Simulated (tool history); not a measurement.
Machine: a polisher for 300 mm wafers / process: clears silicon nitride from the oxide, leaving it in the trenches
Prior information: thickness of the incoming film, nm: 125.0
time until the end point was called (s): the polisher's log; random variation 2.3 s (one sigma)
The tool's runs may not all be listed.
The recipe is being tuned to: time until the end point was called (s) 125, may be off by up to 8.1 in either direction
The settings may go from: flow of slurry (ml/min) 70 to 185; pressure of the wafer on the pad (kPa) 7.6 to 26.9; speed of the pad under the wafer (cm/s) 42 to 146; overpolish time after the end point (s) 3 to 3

run    day  flow of slurry (ml/min)  pressure of the wafer on the pad (kPa)  speed of the pad under the wafer (cm/s)  overpolish time after the end point (s)  time until the end point was called (s)
  1      0                      120                                    17.2                                       94                                        3                                   169.12
  2  0.162                      120                                    17.2                                       94                                        3                                   166.63
  3   0.45                      120                                    17.9                                       94                                        3                                   163.66
  4   0.75                      120                                    18.6                                       94                                        3                                   163.23
  5  0.796                      120                                    19.3                                       96                                        3                                   153.79
  6  0.879                      120                                      20                                       96                                        3                                   150.57
  7  1.138                      120                                    20.7                                       96                                        3                                    143.8
  8    1.4                      120                                    21.4                                       96                                        3                                   138.65

Below are 4 possible settings for the next run. Only one of them brings all results inside the allowed miss of their targets. Which is it?
  A  1.662                      115                                    20.7                                      110                                        3                                        ?
  B  1.662                      115                                    18.6                                       94                                        3                                        ?
  C  1.662                      115                                    20.7                                       88                                        3                                        ?
  D  1.662                      105                                    17.9                                      112                                        3                                        ?

move  time until the end point was called (s)
   A                                   126.06
   B                                   161.09
   C                                   156.57
   D                                   142.46
A: every result within its allowed miss
B: moves away from the targets compared with the last run
C: moves away from the targets compared with the last run
D: moves away from the targets compared with the last run
Answer: A
